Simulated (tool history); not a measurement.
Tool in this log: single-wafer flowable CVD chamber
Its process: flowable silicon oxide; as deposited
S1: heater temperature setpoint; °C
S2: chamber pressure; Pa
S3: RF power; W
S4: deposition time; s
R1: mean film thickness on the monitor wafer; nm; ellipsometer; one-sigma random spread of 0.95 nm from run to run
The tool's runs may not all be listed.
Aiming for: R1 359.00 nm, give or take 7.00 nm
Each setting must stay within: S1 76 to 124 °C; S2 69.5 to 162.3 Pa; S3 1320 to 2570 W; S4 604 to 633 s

{"run": 1, "hour": 0.0, "S1": 100, "S2": 115.9, "S3": 1945, "S4": 633, "R1": 424.58}
{"run": 2, "hour": 7.8, "S1": 94, "S2": 115.9, "S3": 1945, "S4": 633, "R1": 529.9}
{"run": 3, "hour": 8.6, "S1": 94, "S2": 115.9, "S3": 1775, "S4": 633, "R1": 520.51}
{"run": 4, "hour": 11.6, "S1": 94, "S2": 115.9, "S3": 1775, "S4": 633, "R1": 519.14}
{"run": 5, "hour": 12.8, "S1": 94, "S2": 115.9, "S3": 1775, "S4": 604, "R1": 495.83}
{"run": 6, "hour": 17.7, "S1": 97, "S2": 115.9, "S3": 1775, "S4": 604, "R1": 442.25}
{"run": 7, "hour": 25.9, "S1": 99, "S2": 115.9, "S3": 1775, "S4": 604, "R1": 410.23}
{"run": 8, "hour": 26.7, "S1": 100, "S2": 115.9, "S3": 1775, "S4": 604, "R1": 396.7}
{"run": 9, "hour": 30.7, "S1": 101, "S2": 115.9, "S3": 1775, "S4": 604, "R1": 381.04}
{"run": 10, "hour": 36.4, "S1": 101, "S2": 115.9, "S3": 1775, "S4": 604, "R1": 379.66}
{"hour": 43.0, "done": "capacitance manometer re-zeroed and calibrated"}
{"run": 11, "hour": 43.0, "S1": 102, "S2": 115.9, "S3": 1775, "S4": 604, "R1": 386.94}
{"run": 12, "hour": 46.2, "S1": 103, "S2": 115.9, "S3": 1775, "S4": 604, "R1": 373.49}

Below are 4 possible settings for the next run. Only one of them brings all results inside the allowed miss of their targets. Which is it?
{"run": "A", "hour": 49.4, "S1": 107, "S2": 142.0, "S3": 1670, "S4": 630, "R1": "?"}
{"run": "B", "hour": 49.4, "S1": 102, "S2": 111.9, "S3": 1745, "S4": 609, "R1": "?"}
{"run": "C", "hour": 49.4, "S1": 102, "S2": 107.3, "S3": 1840, "S4": 631, "R1": "?"}
{"run": "D", "hour": 49.4, "S1": 100, "S2": 101.1, "S3": 1670, "S4": 604, "R1": "?"}

move=A R1=399.44
move=B R1=374.62
move=C R1=377.00
move=D R1=360.22
A: the biggest miss grows against the last run
B: the biggest miss grows against the last run
C: the biggest miss grows against the last run
D: each result inside its tolerance
D meets every target.
